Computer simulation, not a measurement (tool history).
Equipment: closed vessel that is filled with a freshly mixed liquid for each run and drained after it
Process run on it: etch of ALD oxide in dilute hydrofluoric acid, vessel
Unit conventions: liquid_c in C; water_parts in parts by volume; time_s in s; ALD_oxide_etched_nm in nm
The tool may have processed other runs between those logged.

run  hour  liquid_c  water_parts  time_s  ALD_oxide_etched_nm
  1     0        20          205      30                3.949
  2   4.2        20          270      30               2.8129
  3   7.8        20          270      30               2.8117
  4   9.7        20          270      30                2.796
  5  12.5        20          270      30               2.8174
  6  18.4        18          270      30               2.5681
  7    26        19          260      30               2.8593
  8  31.2        20          250      30               3.0997
  9  38.2        21          240      30               3.3889
 10  41.7      21.5          230      30               3.6378

Estimate the outcome of run 11 from the log above:
 11  43.5        22          220      30                    ?

ALD_oxide_etched_nm: 3.8783 nm
